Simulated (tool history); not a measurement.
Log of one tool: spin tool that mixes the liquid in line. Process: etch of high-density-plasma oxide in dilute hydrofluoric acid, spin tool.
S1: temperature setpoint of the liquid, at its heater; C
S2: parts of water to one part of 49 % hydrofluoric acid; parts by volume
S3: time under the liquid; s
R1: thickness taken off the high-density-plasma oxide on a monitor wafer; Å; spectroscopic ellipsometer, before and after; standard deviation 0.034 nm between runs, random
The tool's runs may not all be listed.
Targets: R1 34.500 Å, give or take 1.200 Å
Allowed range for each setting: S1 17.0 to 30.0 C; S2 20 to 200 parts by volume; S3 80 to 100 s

run  hour    S1   S2   S3      R1
  1   0.0  22.0  110  100  47.098
  2   3.7  22.0  130  100  38.985
  3  11.5  22.0  160  100  30.668
  4  20.5  23.0  160  100  32.327
  5  24.9  23.0  135  100  38.419
  6  31.4  24.5  135  100  41.504
  7  37.1  23.5  135  100  40.326
  8  44.4  22.5  135  100  38.900

Next run, 4 choices. One meets every target within its allowed miss, the rest don't. Which?
  A  51.7  21.5  135   85   ?
  B  51.7  22.5  130   95   ?
  C  51.7  23.0  150  100   ?
  D  51.7  22.0  140   90   ?

move      R1
   A  31.744
   B  38.541
   C  35.054
   D  32.875
A: pushes the last run's worst result past its target
B: closer than the last run, but not yet in spec
C: every result within its allowed miss
D: pushes the last run's worst result past its target
Go with C: it meets all targets.
